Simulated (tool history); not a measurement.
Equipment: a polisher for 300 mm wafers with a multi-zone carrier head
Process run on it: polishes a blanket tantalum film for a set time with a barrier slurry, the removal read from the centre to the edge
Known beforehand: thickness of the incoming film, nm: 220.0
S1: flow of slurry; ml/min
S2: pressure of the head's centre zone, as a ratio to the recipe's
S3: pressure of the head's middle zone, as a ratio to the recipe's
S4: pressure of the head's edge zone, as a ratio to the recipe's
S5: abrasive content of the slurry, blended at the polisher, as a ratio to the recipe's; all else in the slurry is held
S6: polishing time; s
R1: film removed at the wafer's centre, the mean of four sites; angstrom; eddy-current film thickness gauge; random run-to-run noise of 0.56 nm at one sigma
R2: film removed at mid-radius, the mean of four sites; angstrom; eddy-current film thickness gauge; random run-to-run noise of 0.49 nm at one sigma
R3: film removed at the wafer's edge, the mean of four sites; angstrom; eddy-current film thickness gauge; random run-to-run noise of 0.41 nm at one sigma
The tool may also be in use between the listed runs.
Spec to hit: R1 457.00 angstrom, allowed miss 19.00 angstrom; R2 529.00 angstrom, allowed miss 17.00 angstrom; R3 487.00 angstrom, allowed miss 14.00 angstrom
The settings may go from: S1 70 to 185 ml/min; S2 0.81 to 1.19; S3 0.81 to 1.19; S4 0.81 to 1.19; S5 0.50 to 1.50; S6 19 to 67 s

| run | hour | S1 | S2 | S3 | S4 | S5 | S6 | R1 | R2 | R3 |
|---|---|---|---|---|---|---|---|---|---|---|
| 1 | 0.0 | 120 | 1.00 | 1.00 | 1.00 | 1.00 | 43 | 769.43 | 765.74 | 750.08 |
| 2 | 1.1 | 120 | 1.00 | 1.00 | 1.00 | 1.00 | 50 | 881.17 | 887.65 | 867.31 |
| 3 | 2.9 | 115 | 0.98 | 1.00 | 0.98 | 0.95 | 48 | 800.75 | 820.53 | 788.00 |
| 4 | 3.6 | 110 | 0.96 | 0.99 | 0.97 | 0.90 | 47 | 753.71 | 773.90 | 759.19 |
| 5 | 11.4 | 105 | 0.94 | 0.99 | 0.95 | 0.85 | 46 | 681.05 | 735.56 | 706.13 |
| 6 | 17.1 | 105 | 0.94 | 0.99 | 0.95 | 0.85 | 39 | 574.84 | 626.70 | 605.53 |
| 7 | 23.6 | 85 | 0.88 | 0.99 | 0.85 | 0.60 | 37 | 394.48 | 462.66 | 434.63 |
| 8 | 26.9 | 115 | 0.89 | 1.00 | 0.88 | 0.60 | 37 | 441.39 | 502.20 | 465.41 |

Of the 5 settings listed for the next run, only one would bring every result within its allowed miss of target. Which one?
| A | 30.2 | 135 | 0.86 | 1.18 | 0.81 | 0.60 | 34 | ? | ? | ? |
| B | 30.2 | 120 | 0.92 | 0.90 | 0.86 | 0.55 | 39 | ? | ? | ? |
| C | 30.2 | 130 | 0.92 | 0.85 | 0.91 | 0.60 | 37 | ? | ? | ? |
| D | 30.2 | 110 | 0.83 | 1.05 | 0.90 | 0.60 | 38 | ? | ? | ? |
| E | 30.2 | 80 | 0.92 | 1.07 | 0.89 | 0.75 | 37 | ? | ? | ? |

| move | R1 | R2 | R3 |
|---|---|---|---|
| A | 410.72 | 541.80 | 425.86 |
| B | 458.92 | 479.28 | 462.57 |
| C | 473.02 | 476.41 | 484.08 |
| D | 417.80 | 533.91 | 479.75 |
| E | 454.67 | 538.89 | 493.47 |
A: brings the last run's worst result on target, with another outside its allowed miss
B: moves away from the targets compared with the last run
C: moves away from the targets compared with the last run
D: brings the last run's worst result on target, with another outside its allowed miss
E: each result inside its tolerance
Move E is the one to make.
